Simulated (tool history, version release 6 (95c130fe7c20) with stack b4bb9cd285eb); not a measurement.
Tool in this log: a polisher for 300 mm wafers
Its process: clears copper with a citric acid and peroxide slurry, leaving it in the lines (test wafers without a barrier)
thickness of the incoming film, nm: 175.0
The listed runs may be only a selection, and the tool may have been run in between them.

run    day  flow of slurry (ml/min)  pressure of the wafer on the pad (kPa)  speed of the pad under the wafer (cm/s)  abrasive content of the slurry  overpolish time after the end point (s)  time until the end point was called (s)  dishing of a wide line in a test structure (nm)
  1  0.000                      190                                    13.8                                       94                             1.0                                       14                                   100.79                                          16.9700
  2  0.212                      195                                    12.4                                       94                             1.0                                       13                                   112.70                                          14.1410
  3  0.246                      195                                    12.4                                       94                             1.0                                        8                                   110.28                                           9.2580
  4  0.483                      195                                    10.3                                       94                             1.0                                        8                                   131.25                                           7.6992
  5  0.704                      195                                     7.6                                       94                             1.0                                        8                                   169.02                                           6.0374
  6  0.858                      195                                     8.3                                       94                             1.0                                        9                                   161.15                                           7.2728
  7  0.883                      200                                     8.3                                       94                             1.0                                        9                                   158.67                                           7.3375
  8  1.225                      200                                     8.3                                       94                             1.0                                        9                                   157.99                                           7.1708
  9  1.329                      205                                     8.3                                       94                             1.0                                        9                                   157.38                                           7.1658

Expected results for the next run?
 10  1.529                      210                                     9.0                                       94                             1.0                                       10                                        ?                                                ?

Run 10 produced time until the end point was called (s) 147.26, dishing of a wide line in a test structure (nm) 8.5952.
